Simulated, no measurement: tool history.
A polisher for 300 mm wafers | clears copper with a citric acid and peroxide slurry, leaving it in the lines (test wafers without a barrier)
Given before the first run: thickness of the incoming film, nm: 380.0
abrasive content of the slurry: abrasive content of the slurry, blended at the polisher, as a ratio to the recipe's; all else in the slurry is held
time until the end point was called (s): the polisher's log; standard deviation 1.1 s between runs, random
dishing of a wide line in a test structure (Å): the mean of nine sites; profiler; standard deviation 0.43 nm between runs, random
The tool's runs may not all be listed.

run,hour,flow of slurry (ml/min),pressure of the wafer on the pad (psi),speed of the pad under the wafer (cm/s),abrasive content of the slurry,overpolish time after the end point (s),time until the end point was called (s),dishing of a wide line in a test structure (Å)
1,0,170,3.9,116,1,10,120.45,200
2,2.6,170,3.4,116,1,10,135.62,176.48
3,3.7,170,2.4,116,1,10,191.66,132.92
4,4.5,175,3.3,118,1,10,139.66,176.08
5,6.4,175,3.3,130,1,10,126.88,195.95
6,13,180,3.8,130,1,10,110.94,218.22

Run 7, settings as shown, results not yet in. Your forecast:
7,17.9,180,3.8,130,1,10,?,?

{"run 7": {"time until the end point was called (s)": 107.58, "dishing of a wide line in a test structure (Å)": 217.03}}
